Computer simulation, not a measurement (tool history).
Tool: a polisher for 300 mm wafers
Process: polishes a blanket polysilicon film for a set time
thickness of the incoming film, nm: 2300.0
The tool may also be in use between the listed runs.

run  hour  flow of slurry (ml/min)  pressure of the wafer on the pad (kPa)  speed of the pad under the wafer (cm/s)  polishing time (s)  film removed (Å)
  1     0                      150                                    14.5                                      124                  94              6904
  2   1.9                      145                                    13.1                                      112                  94            5704.9
  3  10.1                      170                                    13.1                                      112                  94            5798.9
  4  17.9                      165                                    11.7                                      102                  94              4869
  5  23.7                      160                                      11                                       94                  94            4192.5
  6  28.4                      160                                      11                                       94                  99              4364
  7  33.1                      160                                      11                                       94                  99            4344.5
  8    36                      155                                    10.3                                       90                  99            3947.3
  9  40.5                      115                                     6.9                                       68                  99            1969.3
 10  41.9                      125                                     6.9                                       68                  99            2020.9
 11  47.9                      135                                     6.9                                       68                  99            2025.3

The next listed run, before its measurement:
 12  50.6                      145                                    10.3                                       68                  99                 ?

film removed (Å): 3023.9
